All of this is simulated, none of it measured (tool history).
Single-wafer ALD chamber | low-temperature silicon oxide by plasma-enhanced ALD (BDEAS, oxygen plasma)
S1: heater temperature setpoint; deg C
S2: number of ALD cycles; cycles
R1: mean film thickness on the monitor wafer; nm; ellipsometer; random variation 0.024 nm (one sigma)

run,hour,S1,S2,R1
1,0.0,95,54,7.6378
2,4.0,95,50,7.0886
3,7.9,95,57,8.0947
4,8.5,95,54,7.6570
5,12.8,92,55,7.8598
6,17.0,90,56,8.0828

The next listed run, before its measurement:
7,22.9,88,57,?

Run 7 gave R1 8.2959 nm.
